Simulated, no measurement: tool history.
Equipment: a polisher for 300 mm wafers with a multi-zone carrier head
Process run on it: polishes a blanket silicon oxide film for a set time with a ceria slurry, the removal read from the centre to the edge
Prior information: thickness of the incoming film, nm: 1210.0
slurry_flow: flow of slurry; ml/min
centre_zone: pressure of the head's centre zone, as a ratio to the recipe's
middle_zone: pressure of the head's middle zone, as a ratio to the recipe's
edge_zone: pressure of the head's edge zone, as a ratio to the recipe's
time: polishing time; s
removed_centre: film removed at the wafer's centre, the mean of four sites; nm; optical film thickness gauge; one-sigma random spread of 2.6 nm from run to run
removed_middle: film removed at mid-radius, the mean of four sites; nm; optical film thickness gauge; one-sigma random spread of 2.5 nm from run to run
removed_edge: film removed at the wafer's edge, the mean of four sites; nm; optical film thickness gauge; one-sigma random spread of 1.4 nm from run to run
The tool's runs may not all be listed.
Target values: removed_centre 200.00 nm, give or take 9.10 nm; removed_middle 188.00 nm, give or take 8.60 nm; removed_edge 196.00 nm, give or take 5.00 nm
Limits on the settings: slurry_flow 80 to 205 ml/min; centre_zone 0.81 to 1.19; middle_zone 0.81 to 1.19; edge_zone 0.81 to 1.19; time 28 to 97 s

run	hour	slurry_flow	centre_zone	middle_zone	edge_zone	time	removed_centre	removed_middle	removed_edge
1	0.0	135	1.00	1.00	1.00	62	313.52	291.96	294.11
2	6.0	135	1.00	1.00	1.00	48	238.16	221.87	229.11
3	8.5	160	1.00	1.00	1.00	48	252.73	232.46	234.34
4	14.0	160	1.00	1.00	1.04	48	252.19	238.08	241.39
5	20.3	160	1.00	0.95	1.04	48	248.41	222.82	237.06
6	21.5	150	0.98	0.95	1.00	47	237.55	214.74	232.16
7	24.1	140	0.98	0.96	0.98	46	232.76	215.68	222.70
8	32.9	135	0.97	0.95	0.97	45	221.76	203.53	212.39

4 candidate next runs follow, results not yet known. Just one meets every target within its allowed miss. Identify it.
A	41.7	120	1.01	0.92	0.97	44	?	?	?
B	41.7	115	0.95	0.93	0.91	44	?	?	?
C	41.7	120	0.84	0.81	1.19	48	?	?	?
D	41.7	155	0.95	0.84	0.96	41	?	?	?

move	removed_centre	removed_middle	removed_edge
A	217.26	187.32	205.22
B	202.02	186.60	197.55
C	198.07	187.76	248.29
D	203.83	174.23	198.63
A: closer than the last run, but not yet in spec
B: meets every target
C: its largest miss is bigger than the last run's
D: brings the last run's worst result on target, with another outside its allowed miss
Move B is the one to make.
